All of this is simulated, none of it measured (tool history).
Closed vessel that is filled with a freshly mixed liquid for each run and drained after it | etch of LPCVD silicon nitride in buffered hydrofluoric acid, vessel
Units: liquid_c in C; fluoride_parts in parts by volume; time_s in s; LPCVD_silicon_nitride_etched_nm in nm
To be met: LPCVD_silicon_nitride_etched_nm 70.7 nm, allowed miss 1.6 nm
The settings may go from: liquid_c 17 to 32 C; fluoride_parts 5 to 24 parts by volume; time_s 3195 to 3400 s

run    day  liquid_c  fluoride_parts  time_s  LPCVD_silicon_nitride_etched_nm
  1      0        24            14.5    3195                           37.029
  2  0.133      26.5            13.5    3195                           45.492
  3  0.479      26.5            13.5    3195                           45.277
  4  0.629      26.5            11.5    3195                           52.946
  5  0.908      28.5            11.5    3195                            58.82
  6  1.175      29.5            11.5    3195                           62.527
  7  1.246        30            11.5    3195                           64.293
  8  1.467      30.5            11.5    3195                           65.574
  9  1.579        31            11.5    3195                           67.553

5 next moves are on the table. One of them brings every result within its allowed miss. Which?
  A  1.692        32              14    3295                                ?
  B  1.692      28.5            11.5    3265                                ?
  C  1.692        31            12.5    3325                                ?
  D  1.692      31.5            12.5    3225                                ?
  E  1.692      30.5              11    3315                                ?

move  LPCVD_silicon_nitride_etched_nm
   A                           60.515
   B                           60.483
   C                           64.758
   D                           64.468
   E                           71.245
A: further off than the last run
B: further off than the last run
C: further off than the last run
D: further off than the last run
E: meets every target
Move E is the one to make.

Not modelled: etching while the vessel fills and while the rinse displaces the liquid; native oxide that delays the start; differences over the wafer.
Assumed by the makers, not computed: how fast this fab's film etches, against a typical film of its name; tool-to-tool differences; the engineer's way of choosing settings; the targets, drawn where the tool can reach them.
